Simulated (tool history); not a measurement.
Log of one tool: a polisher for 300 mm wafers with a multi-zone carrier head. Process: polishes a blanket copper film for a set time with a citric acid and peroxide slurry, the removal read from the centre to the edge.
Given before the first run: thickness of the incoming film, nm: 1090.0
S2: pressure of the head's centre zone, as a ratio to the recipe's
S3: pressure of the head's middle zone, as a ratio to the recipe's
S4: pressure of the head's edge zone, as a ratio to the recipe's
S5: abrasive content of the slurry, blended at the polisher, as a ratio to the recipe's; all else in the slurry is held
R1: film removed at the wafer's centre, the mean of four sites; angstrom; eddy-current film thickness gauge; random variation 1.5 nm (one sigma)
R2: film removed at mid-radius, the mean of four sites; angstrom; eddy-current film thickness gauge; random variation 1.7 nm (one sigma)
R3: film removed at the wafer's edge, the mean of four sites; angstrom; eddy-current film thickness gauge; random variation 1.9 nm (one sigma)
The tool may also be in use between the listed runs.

{"run": 1, "hour": 0.0, "flow of slurry (ml/min)": 260, "S2": 1, "S3": 1, "S4": 1, "S5": 1, "polishing time (s)": 67, "R1": 2168.7, "R2": 2198.3, "R3": 2136.7}
{"run": 2, "hour": 2.6, "flow of slurry (ml/min)": 260, "S2": 1, "S3": 0.92, "S4": 1, "S5": 1, "polishing time (s)": 67, "R1": 2166.2, "R2": 2040.3, "R3": 2142.7}
{"run": 3, "hour": 6.0, "flow of slurry (ml/min)": 260, "S2": 1, "S3": 0.92, "S4": 1.08, "S5": 1, "polishing time (s)": 67, "R1": 2204.9, "R2": 2027.9, "R3": 2254}
{"run": 4, "hour": 12.0, "flow of slurry (ml/min)": 320, "S2": 1, "S3": 0.92, "S4": 1.08, "S5": 1, "polishing time (s)": 67, "R1": 2231.1, "R2": 2046.3, "R3": 2258.8}
{"run": 5, "hour": 12.8, "flow of slurry (ml/min)": 320, "S2": 1, "S3": 0.92, "S4": 1.08, "S5": 1.1, "polishing time (s)": 67, "R1": 2228, "R2": 2118.5, "R3": 2315.4}
{"run": 6, "hour": 19.0, "flow of slurry (ml/min)": 320, "S2": 0.95, "S3": 0.91, "S4": 1.04, "S5": 1.05, "polishing time (s)": 67, "R1": 2137.7, "R2": 2075.2, "R3": 2248.7}
{"run": 7, "hour": 26.7, "flow of slurry (ml/min)": 315, "S2": 0.91, "S3": 0.92, "S4": 1.03, "S5": 1, "polishing time (s)": 66, "R1": 1978.8, "R2": 2081, "R3": 2184.3}

Run 8, settings as shown, results not yet in. Your forecast:
{"run": 8, "hour": 28.0, "flow of slurry (ml/min)": 315, "S2": 0.89, "S3": 0.9, "S4": 1.01, "S5": 0.95, "polishing time (s)": 66, "R1": "?", "R2": "?", "R3": "?"}

Logged for run 8: R1 1911.1 angstrom, R2 1983.4 angstrom, R3 2139 angstrom.
